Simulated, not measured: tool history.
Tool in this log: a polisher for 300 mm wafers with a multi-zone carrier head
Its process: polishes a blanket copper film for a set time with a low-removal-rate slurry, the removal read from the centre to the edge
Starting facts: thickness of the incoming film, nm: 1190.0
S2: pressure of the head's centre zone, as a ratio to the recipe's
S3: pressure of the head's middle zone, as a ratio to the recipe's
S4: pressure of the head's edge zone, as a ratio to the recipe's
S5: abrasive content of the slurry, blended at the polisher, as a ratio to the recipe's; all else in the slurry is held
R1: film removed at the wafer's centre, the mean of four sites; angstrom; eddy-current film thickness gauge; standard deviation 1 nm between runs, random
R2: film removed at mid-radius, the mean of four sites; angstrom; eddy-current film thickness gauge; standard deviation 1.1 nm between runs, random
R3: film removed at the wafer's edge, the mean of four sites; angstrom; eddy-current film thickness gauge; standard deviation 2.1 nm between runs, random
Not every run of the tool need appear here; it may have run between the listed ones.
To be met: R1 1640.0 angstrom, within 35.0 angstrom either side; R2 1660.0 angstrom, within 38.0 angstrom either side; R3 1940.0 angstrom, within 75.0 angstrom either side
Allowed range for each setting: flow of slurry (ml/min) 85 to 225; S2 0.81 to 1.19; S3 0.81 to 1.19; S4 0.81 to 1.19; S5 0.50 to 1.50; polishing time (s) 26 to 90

run 1 hour=0.0 | flow_of_slurry_(ml/min)=145 S2=1.00 S3=1.00 S4=1.00 S5=1.00 polishing_time_(s)=58 | R1=2080.6 R2=2063.6 R3=2123.7
run 2 hour=0.7 | flow_of_slurry_(ml/min)=145 S2=1.00 S3=1.00 S4=1.00 S5=1.00 polishing_time_(s)=67 | R1=2369.2 R2=2383.0 R3=2395.8
run 3 hour=9.3 | flow_of_slurry_(ml/min)=145 S2=1.00 S3=1.00 S4=0.95 S5=1.00 polishing_time_(s)=67 | R1=2404.2 R2=2367.5 R3=2379.0
run 4 hour=10.2 | flow_of_slurry_(ml/min)=145 S2=1.00 S3=1.00 S4=0.95 S5=1.00 polishing_time_(s)=56 | R1=1991.9 R2=1979.1 R3=1972.3
run 5 hour=12.8 | flow_of_slurry_(ml/min)=135 S2=0.98 S3=0.98 S4=0.96 S5=1.00 polishing_time_(s)=56 | R1=1909.7 R2=1939.6 R3=1962.8
run 6 hour=19.3 | flow_of_slurry_(ml/min)=165 S2=0.98 S3=0.98 S4=0.96 S5=1.00 polishing_time_(s)=56 | R1=1989.6 R2=2038.2 R3=2065.5
run 7 hour=23.7 | flow_of_slurry_(ml/min)=155 S2=0.97 S3=0.96 S4=0.97 S5=1.00 polishing_time_(s)=56 | R1=1981.4 R2=1957.0 R3=2018.1
run 8 hour=26.7 | flow_of_slurry_(ml/min)=145 S2=0.95 S3=0.95 S4=1.00 S5=1.00 polishing_time_(s)=56 | R1=1913.8 R2=1937.2 R3=2000.5
run 9 hour=30.1 | flow_of_slurry_(ml/min)=105 S2=0.85 S3=0.85 S4=1.10 S5=1.00 polishing_time_(s)=56 | R1=1543.0 R2=1680.0 R3=2022.6
run 10 hour=39.0 | flow_of_slurry_(ml/min)=110 S2=0.86 S3=0.85 S4=1.09 S5=1.00 polishing_time_(s)=56 | R1=1562.6 R2=1690.1 R3=2002.0
run 11 hour=44.0 | flow_of_slurry_(ml/min)=110 S2=0.86 S3=0.85 S4=1.09 S5=1.00 polishing_time_(s)=56 | R1=1574.8 R2=1688.5 R3=2020.3
run 12 hour=52.5 | flow_of_slurry_(ml/min)=110 S2=0.86 S3=0.85 S4=1.08 S5=1.00 polishing_time_(s)=56 | R1=1589.1 R2=1690.6 R3=2026.2

Of the 4 settings listed for the next run, only one would bring every result within its allowed miss of target. Which one?
run A hour=61.0 | flow_of_slurry_(ml/min)=100 S2=0.86 S3=0.97 S4=1.12 S5=0.95 polishing_time_(s)=55 | R1=? R2=? R3=?
run B hour=61.0 | flow_of_slurry_(ml/min)=125 S2=0.85 S3=0.81 S4=1.04 S5=1.00 polishing_time_(s)=58 | R1=? R2=? R3=?
run C hour=61.0 | flow_of_slurry_(ml/min)=100 S2=0.93 S3=0.89 S4=1.10 S5=0.90 polishing_time_(s)=57 | R1=? R2=? R3=?
run D hour=61.0 | flow_of_slurry_(ml/min)=100 S2=0.83 S3=0.88 S4=1.15 S5=1.00 polishing_time_(s)=58 | R1=? R2=? R3=?

move=A R1=1478.5 R2=1724.5 R3=1901.9
move=B R1=1679.9 R2=1776.0 R3=2048.7
move=C R1=1636.6 R2=1679.0 R3=1930.0
move=D R1=1521.8 R2=1740.8 R3=2059.4
A: moves away from the targets compared with the last run
B: takes the result that was furthest off past its target
C: in spec on every target
D: moves away from the targets compared with the last run
C meets every target.

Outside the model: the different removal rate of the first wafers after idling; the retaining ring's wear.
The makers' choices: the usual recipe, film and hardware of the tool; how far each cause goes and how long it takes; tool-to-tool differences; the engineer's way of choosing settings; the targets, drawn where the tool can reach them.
